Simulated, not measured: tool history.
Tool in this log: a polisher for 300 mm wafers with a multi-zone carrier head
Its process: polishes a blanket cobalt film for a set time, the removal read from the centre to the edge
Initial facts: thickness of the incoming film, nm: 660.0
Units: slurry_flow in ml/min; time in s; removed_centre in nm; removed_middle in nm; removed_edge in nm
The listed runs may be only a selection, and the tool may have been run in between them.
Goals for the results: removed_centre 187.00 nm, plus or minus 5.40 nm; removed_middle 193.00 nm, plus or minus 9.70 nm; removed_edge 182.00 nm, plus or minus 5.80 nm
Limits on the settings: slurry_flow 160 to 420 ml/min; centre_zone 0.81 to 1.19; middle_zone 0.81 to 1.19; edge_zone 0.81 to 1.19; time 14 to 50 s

| run | hour | slurry_flow | centre_zone | middle_zone | edge_zone | time | removed_centre | removed_middle | removed_edge |
|---|---|---|---|---|---|---|---|---|---|
| 1 | 0.0 | 270 | 1.00 | 1.00 | 1.00 | 32 | 143.95 | 139.80 | 150.90 |
| 2 | 8.2 | 270 | 1.00 | 0.91 | 1.00 | 32 | 146.07 | 133.37 | 150.08 |
| 3 | 16.5 | 270 | 1.00 | 0.91 | 1.00 | 37 | 165.55 | 150.92 | 174.47 |
| 4 | 18.8 | 290 | 1.02 | 0.99 | 0.98 | 38 | 176.54 | 169.43 | 180.09 |
| 5 | 22.4 | 315 | 1.02 | 0.99 | 0.98 | 38 | 177.70 | 168.34 | 178.83 |
| 6 | 30.5 | 315 | 1.02 | 0.99 | 1.03 | 38 | 175.15 | 166.94 | 184.87 |
| 7 | 31.8 | 315 | 1.02 | 0.99 | 1.03 | 38 | 175.97 | 169.30 | 182.44 |
| 8 | 38.3 | 355 | 1.06 | 1.09 | 0.99 | 38 | 182.57 | 182.49 | 180.89 |
|  | 42.1 | edge zone pressure recalibrated |
| 9 | 42.1 | 355 | 1.06 | 1.11 | 0.98 | 38 | 182.31 | 182.18 | 176.53 |
| 10 | 50.9 | 355 | 1.06 | 1.12 | 0.99 | 38 | 182.78 | 180.62 | 174.70 |
| 11 | 53.4 | 360 | 1.05 | 1.13 | 0.99 | 38 | 180.21 | 182.48 | 175.23 |

Exercise: of the 5 proposed moves below, exactly one satisfies all targets within the stated allowed misses. Which move is it?
| A | 55.9 | 415 | 1.13 | 1.06 | 0.96 | 35 | ? | ? | ? |
| B | 55.9 | 385 | 0.86 | 1.08 | 1.04 | 40 | ? | ? | ? |
| C | 55.9 | 365 | 0.96 | 1.08 | 1.10 | 37 | ? | ? | ? |
| D | 55.9 | 330 | 1.10 | 1.07 | 1.00 | 37 | ? | ? | ? |
| E | 55.9 | 225 | 1.09 | 1.17 | 1.03 | 40 | ? | ? | ? |

| move | removed_centre | removed_middle | removed_edge |
|---|---|---|---|
| A | 174.74 | 164.84 | 161.26 |
| B | 170.08 | 190.01 | 190.77 |
| C | 166.42 | 175.03 | 180.95 |
| D | 178.58 | 172.58 | 171.66 |
| E | 185.29 | 192.19 | 183.44 |
A: lands further from the targets than the last run did
B: lands further from the targets than the last run did
C: lands further from the targets than the last run did
D: lands further from the targets than the last run did
E: hits every target within its allowed miss
The move that meets every target is E.
